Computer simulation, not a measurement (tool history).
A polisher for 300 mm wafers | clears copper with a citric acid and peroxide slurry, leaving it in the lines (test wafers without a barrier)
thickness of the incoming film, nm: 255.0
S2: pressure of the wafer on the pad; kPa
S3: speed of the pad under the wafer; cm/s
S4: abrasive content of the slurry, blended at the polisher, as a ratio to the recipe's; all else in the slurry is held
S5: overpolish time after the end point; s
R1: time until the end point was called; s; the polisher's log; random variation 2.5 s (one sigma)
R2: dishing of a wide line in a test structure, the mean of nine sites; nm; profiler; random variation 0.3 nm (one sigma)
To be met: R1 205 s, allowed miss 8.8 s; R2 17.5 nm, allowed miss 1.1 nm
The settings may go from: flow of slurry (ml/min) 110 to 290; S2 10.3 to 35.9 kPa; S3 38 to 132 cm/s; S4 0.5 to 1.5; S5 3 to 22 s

{"run": 1, "day": 0.0, "flow of slurry (ml/min)": 185, "S2": 22.8, "S3": 84, "S4": 1, "S5": 11, "R1": 147.17, "R2": 14.563}
{"run": 2, "day": 0.15, "flow of slurry (ml/min)": 185, "S2": 22.1, "S3": 84, "S4": 1, "S5": 12, "R1": 150.52, "R2": 15.758}
{"run": 3, "day": 0.321, "flow of slurry (ml/min)": 185, "S2": 21.4, "S3": 84, "S4": 1, "S5": 12, "R1": 157.55, "R2": 14.874}
{"run": 4, "day": 0.483, "flow of slurry (ml/min)": 185, "S2": 20.7, "S3": 84, "S4": 1, "S5": 12, "R1": 158.49, "R2": 14.967}
{"day": 0.688, "done": "slurry nozzle cleaned"}
{"run": 5, "day": 0.688, "flow of slurry (ml/min)": 185, "S2": 20.7, "S3": 84, "S4": 1, "S5": 15, "R1": 147.43, "R2": 19.55}
{"run": 6, "day": 0.871, "flow of slurry (ml/min)": 185, "S2": 25.5, "S3": 84, "S4": 1, "S5": 15, "R1": 128.39, "R2": 22.752}
{"run": 7, "day": 1.054, "flow of slurry (ml/min)": 185, "S2": 24.1, "S3": 84, "S4": 1, "S5": 15, "R1": 134.16, "R2": 21.844}
{"run": 8, "day": 1.121, "flow of slurry (ml/min)": 185, "S2": 22.8, "S3": 84, "S4": 1, "S5": 15, "R1": 140.97, "R2": 20.767}
{"run": 9, "day": 1.229, "flow of slurry (ml/min)": 175, "S2": 15.9, "S3": 82, "S4": 1, "S5": 18, "R1": 186.72, "R2": 19.123}

Which of these 5 next moves meets every target?
{"run": "A", "day": 1.338, "flow of slurry (ml/min)": 140, "S2": 15.2, "S3": 84, "S4": 0.85, "S5": 18, "R1": "?", "R2": "?"}
{"run": "B", "day": 1.338, "flow of slurry (ml/min)": 150, "S2": 17.2, "S3": 84, "S4": 1.15, "S5": 19, "R1": "?", "R2": "?"}
{"run": "C", "day": 1.338, "flow of slurry (ml/min)": 185, "S2": 15.9, "S3": 96, "S4": 0.9, "S5": 17, "R1": "?", "R2": "?"}
{"run": "D", "day": 1.338, "flow of slurry (ml/min)": 150, "S2": 17.2, "S3": 90, "S4": 0.85, "S5": 14, "R1": "?", "R2": "?"}
{"run": "E", "day": 1.338, "flow of slurry (ml/min)": 170, "S2": 15.9, "S3": 88, "S4": 1, "S5": 18, "R1": "?", "R2": "?"}

move=A R1=204.37 R2=17.603
move=B R1=175.88 R2=21.307
move=C R1=165.84 R2=20.269
move=D R1=172.72 R2=16.315
move=E R1=178.99 R2=19.918
A: meets every target
B: further off than the last run
C: further off than the last run
D: further off than the last run
E: further off than the last run
Answer: A
